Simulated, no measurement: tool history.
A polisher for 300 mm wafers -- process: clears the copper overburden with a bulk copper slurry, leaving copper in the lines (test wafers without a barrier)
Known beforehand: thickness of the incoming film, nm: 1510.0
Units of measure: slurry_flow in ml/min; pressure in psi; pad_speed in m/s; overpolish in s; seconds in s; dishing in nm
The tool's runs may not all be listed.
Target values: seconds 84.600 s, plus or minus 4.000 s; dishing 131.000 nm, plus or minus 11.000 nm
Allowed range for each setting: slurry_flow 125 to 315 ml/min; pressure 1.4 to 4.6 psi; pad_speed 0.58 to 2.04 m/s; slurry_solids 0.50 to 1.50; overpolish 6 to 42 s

run 1 hour=0.0 | slurry_flow=205 pressure=3.0 pad_speed=1.30 slurry_solids=1.00 overpolish=21 | seconds=120.280 dishing=105.200
run 2 hour=4.1 | slurry_flow=180 pressure=3.0 pad_speed=1.30 slurry_solids=1.00 overpolish=21 | seconds=125.830 dishing=106.900
run 3 hour=8.2 | slurry_flow=180 pressure=2.4 pad_speed=1.30 slurry_solids=1.00 overpolish=21 | seconds=154.760 dishing=95.816
run 4 hour=16.2 | slurry_flow=215 pressure=2.4 pad_speed=1.30 slurry_solids=1.00 overpolish=21 | seconds=142.900 dishing=97.241
-- hour=21.8 slurry nozzle cleaned
run 5 hour=21.8 | slurry_flow=215 pressure=2.4 pad_speed=1.30 slurry_solids=1.00 overpolish=17 | seconds=144.830 dishing=89.999
run 6 hour=25.4 | slurry_flow=215 pressure=2.4 pad_speed=1.08 slurry_solids=1.00 overpolish=17 | seconds=170.700 dishing=77.519
run 7 hour=33.8 | slurry_flow=215 pressure=2.4 pad_speed=1.08 slurry_solids=1.00 overpolish=17 | seconds=169.450 dishing=80.482
run 8 hour=41.1 | slurry_flow=225 pressure=2.9 pad_speed=1.10 slurry_solids=1.00 overpolish=19 | seconds=137.650 dishing=97.580
run 9 hour=49.3 | slurry_flow=240 pressure=3.2 pad_speed=1.10 slurry_solids=1.00 overpolish=19 | seconds=122.420 dishing=106.650

5 candidate next runs follow, results not yet known. Just one meets every target within its allowed miss. Identify it.
run A hour=57.5 | slurry_flow=220 pressure=4.2 pad_speed=1.16 slurry_solids=0.90 overpolish=27 | seconds=? dishing=?
run B hour=57.5 | slurry_flow=285 pressure=3.1 pad_speed=1.00 slurry_solids=1.00 overpolish=17 | seconds=? dishing=?
run C hour=57.5 | slurry_flow=260 pressure=3.7 pad_speed=1.54 slurry_solids=1.05 overpolish=6 | seconds=? dishing=?
run D hour=57.5 | slurry_flow=275 pressure=4.6 pad_speed=1.32 slurry_solids=1.15 overpolish=13 | seconds=? dishing=?
run E hour=57.5 | slurry_flow=265 pressure=4.2 pad_speed=1.20 slurry_solids=1.20 overpolish=22 | seconds=? dishing=?

move=A seconds=96.314 dishing=126.380
move=B seconds=139.800 dishing=91.815
move=C seconds=78.400 dishing=72.631
move=D seconds=72.798 dishing=114.640
move=E seconds=86.535 dishing=124.150
A: closer than the last run, but not yet in spec
B: further off than the last run
C: pushes the last run's worst result past its target
D: pushes the last run's worst result past its target
E: every result within its allowed miss
Move E is the one to make.
